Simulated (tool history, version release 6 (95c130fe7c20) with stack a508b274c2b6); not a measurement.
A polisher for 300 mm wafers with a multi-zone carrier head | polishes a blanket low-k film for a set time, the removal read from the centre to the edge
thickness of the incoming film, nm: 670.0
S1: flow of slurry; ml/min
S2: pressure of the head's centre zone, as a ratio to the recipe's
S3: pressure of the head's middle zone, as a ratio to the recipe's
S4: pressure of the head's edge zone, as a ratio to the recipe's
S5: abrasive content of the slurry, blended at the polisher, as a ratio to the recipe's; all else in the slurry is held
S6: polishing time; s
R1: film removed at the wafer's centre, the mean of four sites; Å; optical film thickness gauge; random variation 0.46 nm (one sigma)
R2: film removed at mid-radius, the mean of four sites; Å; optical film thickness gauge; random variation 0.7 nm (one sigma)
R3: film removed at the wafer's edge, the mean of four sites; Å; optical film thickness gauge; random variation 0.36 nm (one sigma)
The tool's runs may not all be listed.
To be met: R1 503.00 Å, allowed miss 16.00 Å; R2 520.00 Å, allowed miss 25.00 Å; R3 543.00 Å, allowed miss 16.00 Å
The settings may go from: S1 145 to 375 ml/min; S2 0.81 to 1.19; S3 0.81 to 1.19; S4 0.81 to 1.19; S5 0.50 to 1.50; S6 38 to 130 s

| run | day | S1 | S2 | S3 | S4 | S5 | S6 | R1 | R2 | R3 |
|---|---|---|---|---|---|---|---|---|---|---|
| 1 | 0.000 | 240 | 1.00 | 1.00 | 1.00 | 1.00 | 84 | 378.47 | 376.53 | 377.73 |
| 2 | 0.104 | 240 | 1.08 | 1.00 | 1.00 | 1.00 | 84 | 403.31 | 388.10 | 381.43 |
| 3 | 0.254 | 240 | 1.07 | 1.01 | 1.04 | 1.10 | 85 | 417.19 | 410.65 | 406.92 |
| 4 | 0.317 | 245 | 1.06 | 1.01 | 1.07 | 1.20 | 86 | 440.15 | 426.39 | 438.00 |
| 5 | 0.400 | 245 | 0.99 | 1.01 | 1.07 | 1.20 | 86 | 409.46 | 422.96 | 437.02 |
| 6 | 0.758 | 250 | 1.00 | 1.02 | 1.09 | 1.25 | 87 | 429.25 | 457.85 | 447.20 |
| 7 | 1.104 | 240 | 0.97 | 0.92 | 1.13 | 1.50 | 95 | 480.78 | 469.09 | 540.45 |
| 8 | 1.433 | 250 | 0.97 | 0.94 | 1.13 | 1.50 | 95 | 490.89 | 491.37 | 542.67 |

5 next moves are on the table. One of them brings every result within its allowed miss. Which?
| A | 1.762 | 325 | 0.99 | 1.09 | 1.08 | 1.45 | 88 | ? | ? | ? |
| B | 1.762 | 365 | 0.95 | 0.98 | 1.15 | 1.50 | 90 | ? | ? | ? |
| C | 1.762 | 235 | 1.01 | 0.90 | 1.13 | 1.50 | 96 | ? | ? | ? |
| D | 1.762 | 315 | 0.99 | 0.99 | 1.10 | 1.50 | 94 | ? | ? | ? |
| E | 1.762 | 270 | 1.07 | 0.83 | 1.09 | 1.45 | 97 | ? | ? | ? |

| move | R1 | R2 | R3 |
|---|---|---|---|
| A | 461.07 | 503.67 | 493.19 |
| B | 462.70 | 481.36 | 532.10 |
| C | 498.09 | 456.05 | 543.26 |
| D | 496.54 | 500.34 | 537.70 |
| E | 537.00 | 433.25 | 540.02 |
A: brings the result that was furthest off to its target, and leaves another outside
B: further off than the last run
C: further off than the last run
D: meets every target
E: further off than the last run
Answer: D
